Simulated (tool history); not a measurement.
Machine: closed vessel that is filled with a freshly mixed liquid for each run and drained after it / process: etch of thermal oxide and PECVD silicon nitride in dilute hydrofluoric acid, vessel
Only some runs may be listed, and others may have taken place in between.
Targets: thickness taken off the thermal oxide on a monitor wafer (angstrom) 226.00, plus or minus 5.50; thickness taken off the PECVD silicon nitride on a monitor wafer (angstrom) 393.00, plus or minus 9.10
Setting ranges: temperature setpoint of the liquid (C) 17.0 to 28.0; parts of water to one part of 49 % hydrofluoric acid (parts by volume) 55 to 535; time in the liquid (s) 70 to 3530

run,hour,temperature setpoint of the liquid (C),parts of water to one part of 49 % hydrofluoric acid (parts by volume),time in the liquid (s),thickness taken off the thermal oxide on a monitor wafer (angstrom),thickness taken off the PECVD silicon nitride on a monitor wafer (angstrom)
1,0.0,20.0,295,1800,187.36,287.60
2,6.2,20.0,295,2105,216.98,334.73
3,8.3,20.0,295,1660,171.79,259.76
4,15.4,21.0,290,1650,179.51,279.17
5,23.0,22.5,290,1650,190.98,309.56
6,29.2,23.0,285,1640,196.32,324.83
7,35.5,23.5,280,1630,203.79,334.22
8,42.0,24.0,280,1630,208.39,347.53
9,50.1,24.5,280,1630,209.53,356.68
10,52.9,24.5,280,1625,210.42,353.45
11,61.3,25.0,280,1625,211.28,373.47
12,65.3,25.0,275,1615,217.00,367.32

Which one of the following 5 next-run settings gets every result inside its allowed miss? There is exactly one.
A,69.3,27.0,235,1280,?,?
B,69.3,23.5,235,1525,?,?
C,69.3,27.0,335,1925,?,?
D,69.3,25.5,315,1955,?,?
E,69.3,28.0,255,1380,?,?

move,thickness taken off the thermal oxide on a monitor wafer (angstrom),thickness taken off the PECVD silicon nitride on a monitor wafer (angstrom)
A,224.16,391.28
B,235.76,375.66
C,212.88,411.55
D,223.14,406.89
E,225.48,412.52
A: meets every target
B: closer than the last run, but not yet in spec
C: the result that was furthest off in the last run now lies on the other side of its target
D: the result that was furthest off in the last run now lies on the other side of its target
E: the result that was furthest off in the last run now lies on the other side of its target
Move A is the one to make.
